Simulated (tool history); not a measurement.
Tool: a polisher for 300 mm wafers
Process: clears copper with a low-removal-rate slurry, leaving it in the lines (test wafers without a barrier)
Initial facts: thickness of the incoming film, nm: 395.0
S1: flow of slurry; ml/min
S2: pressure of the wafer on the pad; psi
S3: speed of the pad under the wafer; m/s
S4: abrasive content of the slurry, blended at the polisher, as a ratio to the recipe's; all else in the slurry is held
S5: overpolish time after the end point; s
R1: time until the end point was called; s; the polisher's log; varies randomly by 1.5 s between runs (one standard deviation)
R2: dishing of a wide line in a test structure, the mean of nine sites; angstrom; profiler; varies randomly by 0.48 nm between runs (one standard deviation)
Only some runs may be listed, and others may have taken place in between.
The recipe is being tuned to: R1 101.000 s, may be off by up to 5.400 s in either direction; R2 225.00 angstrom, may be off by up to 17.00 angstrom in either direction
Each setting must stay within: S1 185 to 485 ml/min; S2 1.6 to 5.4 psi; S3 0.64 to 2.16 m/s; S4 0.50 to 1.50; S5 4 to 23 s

| run | day | S1 | S2 | S3 | S4 | S5 | R1 | R2 |
|---|---|---|---|---|---|---|---|---|
| 1 | 0.000 | 310 | 3.5 | 1.40 | 1.00 | 12 | 83.243 | 213.63 |
| 2 | 0.154 | 310 | 3.5 | 1.12 | 1.00 | 12 | 99.397 | 202.94 |
| 3 | 0.471 | 310 | 3.5 | 1.12 | 1.00 | 13 | 99.174 | 203.06 |
| 4 | 0.758 | 310 | 4.1 | 1.12 | 1.00 | 13 | 85.758 | 207.84 |
| 5 | 0.808 | 310 | 3.9 | 1.12 | 1.00 | 14 | 90.370 | 220.02 |
| 6 | 0.842 | 310 | 3.9 | 1.12 | 1.15 | 14 | 84.741 | 224.28 |
| 7 | 1.208 | 310 | 3.7 | 1.12 | 1.15 | 14 | 88.473 | 216.32 |
| 8 | 1.571 | 310 | 3.6 | 1.12 | 1.15 | 15 | 94.120 | 217.95 |
|  | 1.746 | worn pad replaced by a new one |
| 9 | 1.746 | 310 | 3.6 | 1.12 | 1.15 | 16 | 86.400 | 232.48 |

4 candidate next runs follow, results not yet known. Just one meets every target within its allowed miss. Identify it.
| A | 1.921 | 240 | 3.2 | 0.98 | 1.40 | 18 | ? | ? |
| B | 1.921 | 300 | 3.4 | 1.10 | 1.15 | 16 | ? | ? |
| C | 1.921 | 290 | 3.9 | 0.94 | 1.10 | 19 | ? | ? |
| D | 1.921 | 250 | 3.8 | 1.12 | 1.00 | 15 | ? | ? |

| move | R1 | R2 |
|---|---|---|
| A | 103.890 | 221.19 |
| B | 92.559 | 221.56 |
| C | 93.518 | 230.02 |
| D | 85.995 | 222.86 |
A: all results land within tolerance of their targets
B: better than the last run, though not everything is in spec
C: better than the last run, though not everything is in spec
D: no better and no worse than the last run
Move A is the one to make.

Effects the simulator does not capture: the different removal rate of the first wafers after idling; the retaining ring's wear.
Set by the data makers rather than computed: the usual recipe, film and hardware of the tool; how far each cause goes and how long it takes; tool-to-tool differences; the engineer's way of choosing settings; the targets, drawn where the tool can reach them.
